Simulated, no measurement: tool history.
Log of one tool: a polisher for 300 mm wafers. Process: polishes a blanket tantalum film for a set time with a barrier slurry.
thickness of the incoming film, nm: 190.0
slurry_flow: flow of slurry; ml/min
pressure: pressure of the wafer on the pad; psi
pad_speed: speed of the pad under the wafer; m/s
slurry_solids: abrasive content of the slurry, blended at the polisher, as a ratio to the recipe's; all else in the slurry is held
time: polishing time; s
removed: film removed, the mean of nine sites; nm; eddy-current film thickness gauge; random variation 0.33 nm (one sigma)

{"run": 1, "hour": 0.0, "slurry_flow": 155, "pressure": 2.0, "pad_speed": 1.06, "slurry_solids": 1.0, "time": 21, "removed": 42.337}
{"run": 2, "hour": 7.5, "slurry_flow": 175, "pressure": 2.0, "pad_speed": 1.06, "slurry_solids": 1.0, "time": 21, "removed": 42.638}
{"run": 3, "hour": 10.9, "slurry_flow": 150, "pressure": 2.0, "pad_speed": 1.06, "slurry_solids": 1.0, "time": 21, "removed": 41.788}
{"run": 4, "hour": 11.8, "slurry_flow": 150, "pressure": 2.0, "pad_speed": 0.88, "slurry_solids": 1.0, "time": 21, "removed": 34.943}
{"run": 5, "hour": 12.5, "slurry_flow": 155, "pressure": 2.1, "pad_speed": 0.88, "slurry_solids": 1.0, "time": 21, "removed": 37.215}
{"run": 6, "hour": 14.9, "slurry_flow": 160, "pressure": 2.2, "pad_speed": 0.88, "slurry_solids": 1.0, "time": 21, "removed": 39.253}
{"run": 7, "hour": 18.6, "slurry_flow": 165, "pressure": 2.3, "pad_speed": 0.88, "slurry_solids": 1.0, "time": 21, "removed": 41.172}
{"run": 8, "hour": 21.4, "slurry_flow": 170, "pressure": 2.4, "pad_speed": 0.88, "slurry_solids": 1.0, "time": 21, "removed": 42.223}

Predict the results of run 9:
{"run": 9, "hour": 29.9, "slurry_flow": 170, "pressure": 2.5, "pad_speed": 0.88, "slurry_solids": 1.0, "time": 21, "removed": "?"}

{"run 9": {"removed": 44.394}}
